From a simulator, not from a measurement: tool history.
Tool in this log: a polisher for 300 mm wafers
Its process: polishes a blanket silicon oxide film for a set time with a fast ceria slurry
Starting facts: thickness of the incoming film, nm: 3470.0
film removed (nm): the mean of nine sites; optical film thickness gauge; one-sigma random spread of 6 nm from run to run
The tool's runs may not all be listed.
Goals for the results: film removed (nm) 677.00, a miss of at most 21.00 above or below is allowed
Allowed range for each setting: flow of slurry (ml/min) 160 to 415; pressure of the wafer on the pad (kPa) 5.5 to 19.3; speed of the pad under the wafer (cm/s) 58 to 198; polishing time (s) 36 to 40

| run | hour | flow of slurry (ml/min) | pressure of the wafer on the pad (kPa) | speed of the pad under the wafer (cm/s) | polishing time (s) | film removed (nm) |
|---|---|---|---|---|---|---|
| 1 | 0.0 | 265 | 12.4 | 128 | 40 | 402.15 |
| 2 | 6.6 | 265 | 12.4 | 106 | 40 | 339.05 |
| 3 | 13.4 | 265 | 12.4 | 132 | 40 | 415.86 |
| 4 | 21.8 | 265 | 12.4 | 154 | 40 | 477.56 |
| 5 | 25.2 | 290 | 12.4 | 154 | 40 | 476.67 |
| 6 | 26.9 | 290 | 10.3 | 154 | 40 | 400.36 |
| 7 | 28.6 | 290 | 10.3 | 154 | 40 | 407.78 |
| 8 | 35.1 | 290 | 12.4 | 154 | 40 | 479.73 |
| 9 | 42.2 | 290 | 12.4 | 154 | 40 | 477.40 |
| 10 | 47.7 | 290 | 13.8 | 154 | 40 | 524.51 |
| 11 | 48.6 | 290 | 15.2 | 154 | 40 | 565.84 |
| 12 | 52.0 | 295 | 18.6 | 156 | 40 | 700.91 |

Exercise: of the 4 proposed moves below, exactly one satisfies all targets within the stated allowed misses. Which move is it?
| A | 55.4 | 315 | 17.9 | 150 | 38 | ? |
| B | 55.4 | 360 | 19.3 | 126 | 40 | ? |
| C | 55.4 | 415 | 18.6 | 146 | 37 | ? |
| D | 55.4 | 305 | 18.6 | 162 | 37 | ? |

| move | film removed (nm) |
|---|---|
| A | 619.90 |
| B | 609.98 |
| C | 631.04 |
| D | 666.84 |
A: moves the result that the last run missed by most past its target, out the other side
B: moves the result that the last run missed by most past its target, out the other side
C: moves the result that the last run missed by most past its target, out the other side
D: all results in spec
The move that meets every target is D.
